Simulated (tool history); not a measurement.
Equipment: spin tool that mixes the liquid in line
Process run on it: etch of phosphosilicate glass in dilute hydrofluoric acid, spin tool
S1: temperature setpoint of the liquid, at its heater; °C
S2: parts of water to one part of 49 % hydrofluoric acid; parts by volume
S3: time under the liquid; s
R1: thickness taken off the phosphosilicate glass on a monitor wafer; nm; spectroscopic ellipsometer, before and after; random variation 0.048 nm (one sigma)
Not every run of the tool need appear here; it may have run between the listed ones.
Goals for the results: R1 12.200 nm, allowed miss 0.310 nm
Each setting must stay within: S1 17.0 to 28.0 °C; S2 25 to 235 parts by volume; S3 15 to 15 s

{"run": 1, "hour": 0.0, "S1": 20.0, "S2": 130, "S3": 15, "R1": 11.246}
{"run": 2, "hour": 7.4, "S1": 20.0, "S2": 130, "S3": 15, "R1": 11.137}
{"run": 3, "hour": 9.7, "S1": 20.5, "S2": 130, "S3": 15, "R1": 11.409}
{"run": 4, "hour": 12.6, "S1": 20.5, "S2": 130, "S3": 15, "R1": 11.433}
{"run": 5, "hour": 19.8, "S1": 20.5, "S2": 110, "S3": 15, "R1": 13.668}
{"run": 6, "hour": 22.9, "S1": 20.5, "S2": 110, "S3": 15, "R1": 13.632}
{"run": 7, "hour": 24.6, "S1": 20.0, "S2": 110, "S3": 15, "R1": 13.446}
{"run": 8, "hour": 33.2, "S1": 19.5, "S2": 110, "S3": 15, "R1": 13.145}
{"run": 9, "hour": 38.7, "S1": 19.0, "S2": 110, "S3": 15, "R1": 12.858}
{"run": 10, "hour": 45.9, "S1": 18.5, "S2": 110, "S3": 15, "R1": 12.641}

Which single option among these 5 for the next run brings every result within its allowed miss of target? Just one does.
{"run": "A", "hour": 53.1, "S1": 18.0, "S2": 115, "S3": 15, "R1": "?"}
{"run": "B", "hour": 53.1, "S1": 18.5, "S2": 120, "S3": 15, "R1": "?"}
{"run": "C", "hour": 53.1, "S1": 17.5, "S2": 110, "S3": 15, "R1": "?"}
{"run": "D", "hour": 53.1, "S1": 17.5, "S2": 115, "S3": 15, "R1": "?"}
{"run": "E", "hour": 53.1, "S1": 20.0, "S2": 115, "S3": 15, "R1": "?"}

move=A R1=11.806
move=B R1=11.494
move=C R1=12.145
move=D R1=11.562
move=E R1=12.821
A: takes the biggest miss from the last run beyond its target
B: takes the biggest miss from the last run beyond its target
C: meets every target
D: takes the biggest miss from the last run beyond its target
E: its largest miss is bigger than the last run's
So the answer is move C, the one that meets all the targets.
